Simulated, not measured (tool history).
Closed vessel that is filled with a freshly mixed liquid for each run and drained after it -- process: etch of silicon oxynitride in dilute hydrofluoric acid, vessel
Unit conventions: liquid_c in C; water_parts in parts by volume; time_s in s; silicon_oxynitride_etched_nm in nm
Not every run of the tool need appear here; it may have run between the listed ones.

{"run": 1, "hour": 0.0, "liquid_c": 24.0, "water_parts": 125, "time_s": 575, "silicon_oxynitride_etched_nm": 19.855}
{"run": 2, "hour": 8.0, "liquid_c": 24.0, "water_parts": 90, "time_s": 575, "silicon_oxynitride_etched_nm": 28.633}
{"run": 3, "hour": 9.9, "liquid_c": 24.0, "water_parts": 90, "time_s": 410, "silicon_oxynitride_etched_nm": 20.064}
{"run": 4, "hour": 15.6, "liquid_c": 22.0, "water_parts": 90, "time_s": 410, "silicon_oxynitride_etched_nm": 18.77}
{"run": 5, "hour": 24.0, "liquid_c": 22.0, "water_parts": 70, "time_s": 410, "silicon_oxynitride_etched_nm": 24.286}
{"run": 6, "hour": 32.7, "liquid_c": 22.0, "water_parts": 50, "time_s": 410, "silicon_oxynitride_etched_nm": 34.045}
{"run": 7, "hour": 34.5, "liquid_c": 21.5, "water_parts": 55, "time_s": 410, "silicon_oxynitride_etched_nm": 30.395}
{"run": 8, "hour": 41.1, "liquid_c": 21.0, "water_parts": 60, "time_s": 410, "silicon_oxynitride_etched_nm": 27.05}
{"run": 9, "hour": 48.4, "liquid_c": 20.5, "water_parts": 65, "time_s": 410, "silicon_oxynitride_etched_nm": 23.763}

Expected results for the next run?
{"run": 10, "hour": 50.8, "liquid_c": 20.0, "water_parts": 70, "time_s": 410, "silicon_oxynitride_etched_nm": "?"}

Run 10 gave silicon_oxynitride_etched_nm 21.971 nm.
